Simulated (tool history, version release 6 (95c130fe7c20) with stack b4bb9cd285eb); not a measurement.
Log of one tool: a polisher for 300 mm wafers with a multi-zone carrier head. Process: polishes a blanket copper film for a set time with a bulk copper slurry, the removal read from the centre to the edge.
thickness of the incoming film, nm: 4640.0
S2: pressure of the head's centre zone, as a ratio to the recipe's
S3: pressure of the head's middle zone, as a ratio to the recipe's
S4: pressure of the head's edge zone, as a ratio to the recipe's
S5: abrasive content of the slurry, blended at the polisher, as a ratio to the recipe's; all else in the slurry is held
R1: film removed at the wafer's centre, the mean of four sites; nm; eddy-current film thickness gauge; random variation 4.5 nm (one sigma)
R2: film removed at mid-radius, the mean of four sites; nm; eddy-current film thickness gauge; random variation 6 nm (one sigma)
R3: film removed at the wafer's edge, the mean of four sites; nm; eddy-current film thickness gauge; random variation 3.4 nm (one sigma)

Run 1, hour 0.0: flow of slurry (ml/min) 235, S2 1.00, S3 1.00, S4 1.00, S5 1.00, polishing time (s) 32. Result: R1 355.64 nm, R2 360.18 nm, R3 354.36 nm.
Run 2, hour 7.5: flow of slurry (ml/min) 235, S2 1.00, S3 1.00, S4 1.07, S5 1.00, polishing time (s) 32. Result: R1 364.73 nm, R2 359.78 nm, R3 358.60 nm.
Run 3, hour 16.2: flow of slurry (ml/min) 235, S2 1.00, S3 1.08, S4 1.07, S5 1.00, polishing time (s) 32. Result: R1 356.20 nm, R2 367.47 nm, R3 358.20 nm.
Run 4, hour 17.8: flow of slurry (ml/min) 235, S2 1.00, S3 1.13, S4 1.07, S5 1.00, polishing time (s) 32. Result: R1 360.13 nm, R2 386.20 nm, R3 362.98 nm.
Run 5, hour 24.5: flow of slurry (ml/min) 240, S2 1.02, S3 1.14, S4 1.06, S5 1.00, polishing time (s) 32. Result: R1 369.55 nm, R2 397.05 nm, R3 358.86 nm.
Run 6, hour 29.1: flow of slurry (ml/min) 245, S2 1.03, S3 1.14, S4 1.07, S5 1.00, polishing time (s) 32. Result: R1 377.56 nm, R2 396.11 nm, R3 355.07 nm.
Run 7, hour 33.5: flow of slurry (ml/min) 250, S2 1.04, S3 1.14, S4 1.08, S5 1.05, polishing time (s) 32. Result: R1 381.30 nm, R2 388.65 nm, R3 368.04 nm.

Run 8 comes next. What will it give?
Run 8, hour 36.0: flow of slurry (ml/min) 250, S2 1.05, S3 1.15, S4 1.07, S5 1.05, polishing time (s) 32. Result: R1 ?, R2 ?, R3 ?.

{"run 8": {"R1": 393.79, "R2": 401.48, "R3": 359.18}}
